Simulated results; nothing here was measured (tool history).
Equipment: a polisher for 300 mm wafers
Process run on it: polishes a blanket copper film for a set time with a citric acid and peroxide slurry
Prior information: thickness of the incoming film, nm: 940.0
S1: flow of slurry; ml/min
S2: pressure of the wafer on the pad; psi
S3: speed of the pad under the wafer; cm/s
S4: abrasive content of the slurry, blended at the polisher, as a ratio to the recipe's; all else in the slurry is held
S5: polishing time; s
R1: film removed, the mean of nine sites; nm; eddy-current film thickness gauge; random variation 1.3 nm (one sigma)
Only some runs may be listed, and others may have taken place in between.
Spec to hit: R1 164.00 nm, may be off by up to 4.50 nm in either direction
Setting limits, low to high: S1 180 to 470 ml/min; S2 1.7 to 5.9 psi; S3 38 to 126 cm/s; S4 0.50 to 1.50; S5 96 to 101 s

| run | hour | S1 | S2 | S3 | S4 | S5 | R1 |
|---|---|---|---|---|---|---|---|
| 1 | 0.0 | 300 | 3.8 | 82 | 1.00 | 96 | 213.54 |
| 2 | 6.7 | 300 | 3.5 | 82 | 1.00 | 96 | 192.58 |
| 3 | 9.1 | 300 | 3.3 | 82 | 1.00 | 96 | 182.73 |
| 4 | 14.6 | 300 | 3.3 | 102 | 1.00 | 96 | 223.12 |
| 5 | 15.7 | 300 | 3.3 | 102 | 1.00 | 96 | 220.85 |
| 6 | 23.9 | 300 | 3.8 | 102 | 1.00 | 96 | 252.14 |
| 7 | 26.9 | 300 | 3.3 | 102 | 1.00 | 96 | 221.85 |
| 8 | 28.2 | 300 | 3.0 | 102 | 1.00 | 96 | 200.56 |
| 9 | 32.5 | 300 | 2.8 | 102 | 1.00 | 96 | 187.70 |
| 10 | 35.7 | 300 | 2.7 | 102 | 1.00 | 96 | 183.37 |
| 11 | 38.0 | 300 | 2.6 | 102 | 1.00 | 96 | 174.48 |
| 12 | 40.5 | 300 | 2.5 | 102 | 1.00 | 96 | 170.88 |

Of the 4 settings listed for the next run, only one would bring every result within its allowed miss of target. Which one?
| A | 43.0 | 305 | 2.3 | 102 | 0.95 | 96 | ? |
| B | 43.0 | 290 | 2.5 | 94 | 0.90 | 97 | ? |
| C | 43.0 | 310 | 2.2 | 112 | 1.05 | 96 | ? |
| D | 43.0 | 270 | 2.6 | 104 | 1.10 | 96 | ? |

| move | R1 |
|---|---|
| A | 154.28 |
| B | 155.45 |
| C | 163.32 |
| D | 179.51 |
A: the result that was furthest off in the last run now lies on the other side of its target
B: the result that was furthest off in the last run now lies on the other side of its target
C: hits every target within its allowed miss
D: further off than the last run
Go with C: it meets all targets.

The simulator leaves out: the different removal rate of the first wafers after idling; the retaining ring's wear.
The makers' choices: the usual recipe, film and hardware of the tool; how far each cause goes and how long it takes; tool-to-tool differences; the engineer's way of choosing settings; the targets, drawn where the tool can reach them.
